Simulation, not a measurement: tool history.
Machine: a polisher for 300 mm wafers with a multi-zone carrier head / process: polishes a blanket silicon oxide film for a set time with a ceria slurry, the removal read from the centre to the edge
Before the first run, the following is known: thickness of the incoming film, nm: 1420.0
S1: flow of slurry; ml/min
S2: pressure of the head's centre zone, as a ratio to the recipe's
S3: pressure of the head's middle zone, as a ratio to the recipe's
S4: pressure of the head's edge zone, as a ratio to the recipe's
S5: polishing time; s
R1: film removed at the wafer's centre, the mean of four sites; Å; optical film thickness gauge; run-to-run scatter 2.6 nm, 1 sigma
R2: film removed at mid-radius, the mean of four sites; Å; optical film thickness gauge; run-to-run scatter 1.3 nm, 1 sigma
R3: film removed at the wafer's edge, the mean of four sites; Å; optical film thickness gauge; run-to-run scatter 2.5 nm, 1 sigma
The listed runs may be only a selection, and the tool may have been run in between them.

run 1 hour=0 | S1=285 S2=1 S3=1 S4=1 S5=72 | R1=2265.4 R2=2220.9 R3=2151
run 2 hour=0.6 | S1=280 S2=0.97 S3=0.99 S4=0.99 S5=71 | R1=2131 R2=2163.6 R3=2140.7
run 3 hour=4.4 | S1=280 S2=0.96 S3=0.98 S4=0.97 S5=70 | R1=2088.5 R2=2130.8 R3=2139.9
run 4 hour=12.9 | S1=275 S2=0.95 S3=0.98 S4=0.97 S5=69 | R1=2032.3 R2=2092.4 R3=2088
run 5 hour=16.9 | S1=275 S2=0.87 S3=0.98 S4=0.97 S5=69 | R1=1861.7 R2=2103.2 R3=2081.8
run 6 hour=19.6 | S1=275 S2=0.91 S3=0.98 S4=0.97 S5=69 | R1=1918.5 R2=2069.8 R3=2130.5

Run 7, settings as shown, results not yet in. Your forecast:
run 7 hour=24 | S1=275 S2=0.91 S3=0.98 S4=0.97 S5=68 | R1=? R2=? R3=?

Run 7 produced R1 1848.9 Å, R2 2059.8 Å, R3 2047.8 Å.
